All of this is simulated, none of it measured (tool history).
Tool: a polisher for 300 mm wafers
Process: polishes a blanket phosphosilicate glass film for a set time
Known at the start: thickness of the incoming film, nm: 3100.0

run,day,flow of slurry (ml/min),pressure of the wafer on the pad (kPa),speed of the pad under the wafer (m/s),abrasive content of the slurry,polishing time (s),film removed (nm)
1,0.000,190,13.8,1.14,1.0,62,489.80
2,0.075,190,12.4,1.08,1.0,62,427.76
3,0.121,190,11.0,1.02,1.0,62,368.28
4,0.217,190,9.7,1.00,1.0,62,328.21
5,0.525,160,9.7,1.00,1.0,62,316.09
6,0.729,160,11.0,1.00,1.0,62,355.11

The next listed run, before its measurement:
7,0.979,160,9.7,0.98,1.0,62,?

{"run 7": {"film removed (nm)": 312.38}}

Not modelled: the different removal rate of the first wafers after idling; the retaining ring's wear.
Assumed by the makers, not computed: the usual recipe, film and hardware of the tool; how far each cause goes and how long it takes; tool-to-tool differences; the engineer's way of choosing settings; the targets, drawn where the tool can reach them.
